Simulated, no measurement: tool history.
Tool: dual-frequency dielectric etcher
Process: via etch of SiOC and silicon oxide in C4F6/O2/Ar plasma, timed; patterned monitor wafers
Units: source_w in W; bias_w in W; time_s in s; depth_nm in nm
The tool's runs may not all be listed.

{"run": 1, "hour": 0.0, "source_w": 480, "bias_w": 208, "time_s": 38.5, "depth_nm": 52.79}
{"run": 2, "hour": 4.2, "source_w": 480, "bias_w": 208, "time_s": 38.5, "depth_nm": 51.825}
{"run": 3, "hour": 10.6, "source_w": 480, "bias_w": 208, "time_s": 38.5, "depth_nm": 51.887}
{"run": 4, "hour": 14.7, "source_w": 550, "bias_w": 208, "time_s": 38.5, "depth_nm": 54.917}
{"run": 5, "hour": 15.8, "source_w": 550, "bias_w": 208, "time_s": 35, "depth_nm": 50.095}
{"run": 6, "hour": 17.5, "source_w": 550, "bias_w": 190, "time_s": 35, "depth_nm": 49.192}
{"run": 7, "hour": 19.5, "source_w": 580, "bias_w": 208, "time_s": 35, "depth_nm": 50.915}
{"run": 8, "hour": 21.7, "source_w": 600, "bias_w": 228, "time_s": 35.5, "depth_nm": 53.751}
{"run": 9, "hour": 24.5, "source_w": 610, "bias_w": 239, "time_s": 35.5, "depth_nm": 54.664}

The next listed run, before its measurement:
{"run": 10, "hour": 32.9, "source_w": 620, "bias_w": 249, "time_s": 35.5, "depth_nm": "?"}

depth_nm: 55.766 nm

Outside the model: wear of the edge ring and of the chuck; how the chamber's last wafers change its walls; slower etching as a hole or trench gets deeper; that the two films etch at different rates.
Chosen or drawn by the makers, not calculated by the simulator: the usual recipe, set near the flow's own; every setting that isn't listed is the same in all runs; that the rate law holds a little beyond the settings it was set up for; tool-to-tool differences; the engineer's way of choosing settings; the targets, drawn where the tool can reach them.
